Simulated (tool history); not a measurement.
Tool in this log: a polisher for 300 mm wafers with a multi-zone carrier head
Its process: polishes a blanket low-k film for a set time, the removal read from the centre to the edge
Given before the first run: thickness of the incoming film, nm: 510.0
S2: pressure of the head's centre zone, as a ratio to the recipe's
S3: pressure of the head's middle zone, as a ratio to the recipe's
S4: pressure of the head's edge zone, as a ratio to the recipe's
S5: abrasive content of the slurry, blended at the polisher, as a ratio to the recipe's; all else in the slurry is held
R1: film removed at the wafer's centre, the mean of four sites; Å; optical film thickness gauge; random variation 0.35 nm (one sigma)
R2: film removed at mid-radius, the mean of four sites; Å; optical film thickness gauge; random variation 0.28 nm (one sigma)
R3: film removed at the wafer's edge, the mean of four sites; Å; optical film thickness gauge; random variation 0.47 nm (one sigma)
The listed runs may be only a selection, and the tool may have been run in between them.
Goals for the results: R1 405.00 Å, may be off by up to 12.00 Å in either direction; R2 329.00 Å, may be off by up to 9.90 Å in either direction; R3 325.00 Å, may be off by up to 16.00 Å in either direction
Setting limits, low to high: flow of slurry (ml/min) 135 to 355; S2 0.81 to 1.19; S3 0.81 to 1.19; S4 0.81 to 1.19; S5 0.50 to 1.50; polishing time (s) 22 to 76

run 1 hour=0.0 | flow_of_slurry_(ml/min)=225 S2=1.00 S3=1.00 S4=1.00 S5=1.00 polishing_time_(s)=49 | R1=230.09 R2=225.14 R3=221.83
run 2 hour=2.3 | flow_of_slurry_(ml/min)=225 S2=0.96 S3=1.00 S4=1.00 S5=1.00 polishing_time_(s)=49 | R1=220.85 R2=228.23 R3=218.00
run 3 hour=10.8 | flow_of_slurry_(ml/min)=225 S2=0.96 S3=1.00 S4=1.05 S5=1.00 polishing_time_(s)=49 | R1=224.34 R2=224.50 R3=231.42
run 4 hour=12.0 | flow_of_slurry_(ml/min)=225 S2=0.96 S3=1.00 S4=0.98 S5=1.00 polishing_time_(s)=49 | R1=218.36 R2=224.79 R3=218.96
run 5 hour=13.9 | flow_of_slurry_(ml/min)=170 S2=0.96 S3=1.00 S4=0.98 S5=1.00 polishing_time_(s)=49 | R1=208.04 R2=212.13 R3=214.86
run 6 hour=19.1 | flow_of_slurry_(ml/min)=170 S2=0.89 S3=1.00 S4=0.98 S5=1.00 polishing_time_(s)=49 | R1=193.50 R2=216.67 R3=212.15
run 7 hour=27.9 | flow_of_slurry_(ml/min)=185 S2=0.92 S3=1.01 S4=0.99 S5=1.05 polishing_time_(s)=49 | R1=209.73 R2=230.26 R3=216.83
run 8 hour=35.1 | flow_of_slurry_(ml/min)=190 S2=0.94 S3=1.01 S4=1.01 S5=1.10 polishing_time_(s)=49 | R1=218.92 R2=232.38 R3=226.96
run 9 hour=38.0 | flow_of_slurry_(ml/min)=200 S2=0.97 S3=1.02 S4=1.02 S5=1.15 polishing_time_(s)=49 | R1=227.16 R2=240.48 R3=235.11
run 10 hour=41.4 | flow_of_slurry_(ml/min)=215 S2=0.99 S3=1.01 S4=1.01 S5=1.20 polishing_time_(s)=50 | R1=252.03 R2=248.26 R3=243.46
run 11 hour=43.1 | flow_of_slurry_(ml/min)=225 S2=1.01 S3=1.02 S4=1.02 S5=1.25 polishing_time_(s)=50 | R1=261.37 R2=263.06 R3=255.32
run 12 hour=49.9 | flow_of_slurry_(ml/min)=250 S2=1.11 S3=0.92 S4=0.92 S5=1.50 polishing_time_(s)=58 | R1=364.65 R2=300.86 R3=302.55
run 13 hour=57.6 | flow_of_slurry_(ml/min)=255 S2=1.12 S3=0.93 S4=0.93 S5=1.50 polishing_time_(s)=58 | R1=361.46 R2=301.30 R3=303.47
run 14 hour=64.9 | flow_of_slurry_(ml/min)=255 S2=1.13 S3=0.93 S4=0.93 S5=1.50 polishing_time_(s)=58 | R1=371.07 R2=304.16 R3=305.94
run 15 hour=70.5 | flow_of_slurry_(ml/min)=260 S2=1.14 S3=0.94 S4=0.93 S5=1.50 polishing_time_(s)=58 | R1=376.16 R2=309.73 R3=307.06
run 16 hour=72.2 | flow_of_slurry_(ml/min)=265 S2=1.14 S3=0.94 S4=0.93 S5=1.50 polishing_time_(s)=58 | R1=378.39 R2=311.23 R3=303.95

Which single option among these 5 for the next run brings every result within its allowed miss of target? Just one does.
run A hour=73.9 | flow_of_slurry_(ml/min)=320 S2=1.16 S3=0.98 S4=0.88 S5=1.40 polishing_time_(s)=56 | R1=? R2=? R3=?
run B hour=73.9 | flow_of_slurry_(ml/min)=265 S2=1.19 S3=0.99 S4=0.91 S5=1.45 polishing_time_(s)=56 | R1=? R2=? R3=?
run C hour=73.9 | flow_of_slurry_(ml/min)=265 S2=1.19 S3=0.96 S4=0.91 S5=1.50 polishing_time_(s)=56 | R1=? R2=? R3=?
run D hour=73.9 | flow_of_slurry_(ml/min)=315 S2=1.13 S3=0.96 S4=0.86 S5=1.50 polishing_time_(s)=56 | R1=? R2=? R3=?
run E hour=73.9 | flow_of_slurry_(ml/min)=230 S2=1.17 S3=0.94 S4=0.96 S5=1.30 polishing_time_(s)=66 | R1=? R2=? R3=?

move=A R1=370.61 R2=307.54 R3=286.43
move=B R1=377.07 R2=308.15 R3=290.31
move=C R1=381.78 R2=304.10 R3=294.12
move=D R1=369.81 R2=309.82 R3=290.68
move=E R1=410.24 R2=327.29 R3=331.83
A: misses by more than the last run did
B: just as far off the targets as the last run
C: misses by more than the last run did
D: misses by more than the last run did
E: every result lands within tolerance
So the answer is move E, the one that meets all the targets.
